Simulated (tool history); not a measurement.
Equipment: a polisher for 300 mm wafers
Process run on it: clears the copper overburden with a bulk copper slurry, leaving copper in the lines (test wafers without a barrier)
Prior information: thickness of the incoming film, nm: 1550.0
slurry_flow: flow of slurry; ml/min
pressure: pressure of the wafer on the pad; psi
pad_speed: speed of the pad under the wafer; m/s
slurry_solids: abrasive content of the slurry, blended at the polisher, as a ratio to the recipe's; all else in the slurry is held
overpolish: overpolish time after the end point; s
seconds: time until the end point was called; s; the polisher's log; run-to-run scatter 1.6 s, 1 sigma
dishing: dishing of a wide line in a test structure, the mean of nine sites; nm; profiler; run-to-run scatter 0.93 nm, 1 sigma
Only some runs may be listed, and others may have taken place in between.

run	hour	slurry_flow	pressure	pad_speed	slurry_solids	overpolish	seconds	dishing
1	0	250	3.4	1.06	1	18	132.93	98.794
2	5	250	3.4	1.06	1.1	18	127.91	95.913
3	8.7	250	3	1.16	1.2	15	124.18	88.025
4	14.9	250	3.5	1.16	1.2	15	112.69	93.326
5	17.8	250	3.5	1.16	1.4	15	108.7	97.887
6	24.3	250	3.5	1.16	1.3	15	109.33	99.01
7	33	255	3	1.28	1.1	12	119.01	80.571
8	36.4	270	2.6	1.38	1.05	10	124.31	70.527

What does the tool deliver on the next run?
9	41.1	300	2.3	1.46	1.05	9	?	?

{"run 9": {"seconds": 127.84, "dishing": 60.446}}
